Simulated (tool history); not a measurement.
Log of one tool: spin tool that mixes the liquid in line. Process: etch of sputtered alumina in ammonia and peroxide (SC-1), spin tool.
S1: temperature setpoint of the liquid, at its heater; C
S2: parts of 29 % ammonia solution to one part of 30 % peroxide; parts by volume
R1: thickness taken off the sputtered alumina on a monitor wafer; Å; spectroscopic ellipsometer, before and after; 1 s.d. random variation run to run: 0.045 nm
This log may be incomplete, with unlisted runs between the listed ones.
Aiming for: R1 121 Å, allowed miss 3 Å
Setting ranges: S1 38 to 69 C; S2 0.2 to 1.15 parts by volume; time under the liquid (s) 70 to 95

run 1 hour=0 | S1=53 S2=0.65 time_under_the_liquid_(s)=95 | R1=71.747
run 2 hour=1.7 | S1=53 S2=0.65 time_under_the_liquid_(s)=70 | R1=53.052
run 3 hour=3.6 | S1=53 S2=0.65 time_under_the_liquid_(s)=70 | R1=53.097
run 4 hour=7.9 | S1=53 S2=0.65 time_under_the_liquid_(s)=95 | R1=71.992
run 5 hour=11.7 | S1=58.5 S2=0.65 time_under_the_liquid_(s)=95 | R1=96.136
run 6 hour=18.4 | S1=59.5 S2=0.65 time_under_the_liquid_(s)=95 | R1=101.32
run 7 hour=25.6 | S1=60.5 S2=0.65 time_under_the_liquid_(s)=95 | R1=106.97
run 8 hour=32.8 | S1=61 S2=0.65 time_under_the_liquid_(s)=95 | R1=109.33
run 9 hour=34.1 | S1=63.5 S2=0.65 time_under_the_liquid_(s)=95 | R1=124.29

Next run, 4 choices. One meets every target within its allowed miss, the rest don't. Which?
run A hour=35.4 | S1=63.5 S2=0.85 time_under_the_liquid_(s)=95 | R1=?
run B hour=35.4 | S1=64 S2=0.7 time_under_the_liquid_(s)=95 | R1=?
run C hour=35.4 | S1=64 S2=0.7 time_under_the_liquid_(s)=90 | R1=?
run D hour=35.4 | S1=65 S2=0.5 time_under_the_liquid_(s)=95 | R1=?

move=A R1=126.84
move=B R1=127.68
move=C R1=120.96
move=D R1=130.01
A: lands further from the targets than the last run did
B: lands further from the targets than the last run did
C: each result inside its tolerance
D: lands further from the targets than the last run did
Go with C: it meets all targets.
